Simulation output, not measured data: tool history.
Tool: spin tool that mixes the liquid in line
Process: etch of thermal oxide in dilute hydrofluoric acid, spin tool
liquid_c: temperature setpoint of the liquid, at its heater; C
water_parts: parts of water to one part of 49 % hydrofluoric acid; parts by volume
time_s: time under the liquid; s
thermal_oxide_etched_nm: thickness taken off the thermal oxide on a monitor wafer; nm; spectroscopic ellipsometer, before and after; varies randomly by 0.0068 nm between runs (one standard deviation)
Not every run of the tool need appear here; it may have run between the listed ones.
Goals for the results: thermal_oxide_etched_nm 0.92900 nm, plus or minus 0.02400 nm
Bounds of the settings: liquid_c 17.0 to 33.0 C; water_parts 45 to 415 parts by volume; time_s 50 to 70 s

{"run": 1, "hour": 0.0, "liquid_c": 25.0, "water_parts": 230, "time_s": 70, "thermal_oxide_etched_nm": 1.5073}
{"run": 2, "hour": 7.4, "liquid_c": 25.0, "water_parts": 175, "time_s": 70, "thermal_oxide_etched_nm": 2.0972}
{"run": 3, "hour": 10.3, "liquid_c": 25.0, "water_parts": 175, "time_s": 70, "thermal_oxide_etched_nm": 2.1058}
{"run": 4, "hour": 15.7, "liquid_c": 22.5, "water_parts": 205, "time_s": 70, "thermal_oxide_etched_nm": 1.5683}
{"run": 5, "hour": 24.5, "liquid_c": 22.5, "water_parts": 130, "time_s": 70, "thermal_oxide_etched_nm": 2.7461}
{"run": 6, "hour": 26.1, "liquid_c": 21.0, "water_parts": 175, "time_s": 70, "thermal_oxide_etched_nm": 1.8255}
{"run": 7, "hour": 30.0, "liquid_c": 20.0, "water_parts": 200, "time_s": 70, "thermal_oxide_etched_nm": 1.4733}
{"run": 8, "hour": 35.6, "liquid_c": 19.0, "water_parts": 215, "time_s": 70, "thermal_oxide_etched_nm": 1.3086}
{"hour": 43.2, "done": "thermometer replaced"}
{"run": 9, "hour": 43.2, "liquid_c": 18.5, "water_parts": 230, "time_s": 70, "thermal_oxide_etched_nm": 1.1077}
{"run": 10, "hour": 51.8, "liquid_c": 18.0, "water_parts": 235, "time_s": 70, "thermal_oxide_etched_nm": 1.0493}
{"run": 11, "hour": 56.9, "liquid_c": 17.5, "water_parts": 240, "time_s": 70, "thermal_oxide_etched_nm": 1.0003}

4 candidate next runs follow, results not yet known. Just one meets every target within its allowed miss. Identify it.
{"run": "A", "hour": 62.0, "liquid_c": 19.5, "water_parts": 225, "time_s": 60, "thermal_oxide_etched_nm": "?"}
{"run": "B", "hour": 62.0, "liquid_c": 19.0, "water_parts": 235, "time_s": 60, "thermal_oxide_etched_nm": "?"}
{"run": "C", "hour": 62.0, "liquid_c": 20.0, "water_parts": 235, "time_s": 65, "thermal_oxide_etched_nm": "?"}
{"run": "D", "hour": 62.0, "liquid_c": 17.0, "water_parts": 225, "time_s": 65, "thermal_oxide_etched_nm": "?"}

move=A thermal_oxide_etched_nm=1.01040
move=B thermal_oxide_etched_nm=0.94021
move=C thermal_oxide_etched_nm=1.05810
move=D thermal_oxide_etched_nm=0.99335
A: its largest miss is bigger than the last run's
B: all results land within tolerance of their targets
C: its largest miss is bigger than the last run's
D: better than the last run, though not everything is in spec
The move that meets every target is B.

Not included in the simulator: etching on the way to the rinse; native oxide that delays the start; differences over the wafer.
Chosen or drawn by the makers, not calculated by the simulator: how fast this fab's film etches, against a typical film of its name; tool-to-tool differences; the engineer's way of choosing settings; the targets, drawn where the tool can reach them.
